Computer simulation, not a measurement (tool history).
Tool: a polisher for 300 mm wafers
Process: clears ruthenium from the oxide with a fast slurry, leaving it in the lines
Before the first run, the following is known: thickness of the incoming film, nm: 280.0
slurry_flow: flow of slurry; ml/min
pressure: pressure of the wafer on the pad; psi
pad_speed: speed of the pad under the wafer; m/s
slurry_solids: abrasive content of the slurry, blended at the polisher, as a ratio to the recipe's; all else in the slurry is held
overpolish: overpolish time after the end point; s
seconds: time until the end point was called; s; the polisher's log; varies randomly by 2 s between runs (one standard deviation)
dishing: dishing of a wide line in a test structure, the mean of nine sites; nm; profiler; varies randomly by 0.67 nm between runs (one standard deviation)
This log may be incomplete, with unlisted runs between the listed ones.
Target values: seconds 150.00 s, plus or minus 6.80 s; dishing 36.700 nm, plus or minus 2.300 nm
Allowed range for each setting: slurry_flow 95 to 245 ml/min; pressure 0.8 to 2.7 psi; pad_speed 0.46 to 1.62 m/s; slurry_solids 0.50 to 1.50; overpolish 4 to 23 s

run 1 day=0.000 | slurry_flow=155 pressure=1.7 pad_speed=1.04 slurry_solids=1.00 overpolish=12 | seconds=107.12 dishing=32.537
run 2 day=0.125 | slurry_flow=150 pressure=1.6 pad_speed=1.04 slurry_solids=1.00 overpolish=13 | seconds=115.44 dishing=33.401
run 3 day=0.379 | slurry_flow=145 pressure=1.5 pad_speed=1.04 slurry_solids=1.00 overpolish=14 | seconds=119.38 dishing=33.824
run 4 day=0.408 | slurry_flow=180 pressure=1.5 pad_speed=1.04 slurry_solids=1.00 overpolish=14 | seconds=117.53 dishing=34.672
run 5 day=0.458 | slurry_flow=180 pressure=1.4 pad_speed=1.04 slurry_solids=1.00 overpolish=15 | seconds=119.86 dishing=35.914
run 6 day=0.488 | slurry_flow=180 pressure=1.4 pad_speed=0.82 slurry_solids=1.00 overpolish=15 | seconds=151.92 dishing=29.886
run 7 day=0.792 | slurry_flow=180 pressure=1.4 pad_speed=0.82 slurry_solids=1.00 overpolish=16 | seconds=153.27 dishing=29.965
run 8 day=1.121 | slurry_flow=180 pressure=1.4 pad_speed=0.82 slurry_solids=1.00 overpolish=16 | seconds=153.78 dishing=30.627
run 9 day=1.292 | slurry_flow=180 pressure=1.4 pad_speed=0.82 slurry_solids=1.00 overpolish=17 | seconds=156.15 dishing=33.242
run 10 day=1.646 | slurry_flow=180 pressure=1.4 pad_speed=0.82 slurry_solids=1.00 overpolish=17 | seconds=154.25 dishing=31.393
run 11 day=1.958 | slurry_flow=180 pressure=1.4 pad_speed=0.82 slurry_solids=1.00 overpolish=18 | seconds=151.18 dishing=34.623

Which of these 4 next moves meets every target?
run A day=2.271 | slurry_flow=215 pressure=1.5 pad_speed=0.80 slurry_solids=1.20 overpolish=18 | seconds=? dishing=?
run B day=2.271 | slurry_flow=155 pressure=1.6 pad_speed=0.80 slurry_solids=1.05 overpolish=15 | seconds=? dishing=?
run C day=2.271 | slurry_flow=200 pressure=1.4 pad_speed=0.94 slurry_solids=0.75 overpolish=19 | seconds=? dishing=?
run D day=2.271 | slurry_flow=185 pressure=1.5 pad_speed=0.82 slurry_solids=0.90 overpolish=16 | seconds=? dishing=?

move=A seconds=137.40 dishing=38.679
move=B seconds=145.72 dishing=30.988
move=C seconds=153.15 dishing=36.804
move=D seconds=154.67 dishing=31.129
A: corrects the largest miss of the last run, while another result sits out of spec
B: the biggest miss grows against the last run
C: each result inside its tolerance
D: the biggest miss grows against the last run
Go with C: it meets all targets.

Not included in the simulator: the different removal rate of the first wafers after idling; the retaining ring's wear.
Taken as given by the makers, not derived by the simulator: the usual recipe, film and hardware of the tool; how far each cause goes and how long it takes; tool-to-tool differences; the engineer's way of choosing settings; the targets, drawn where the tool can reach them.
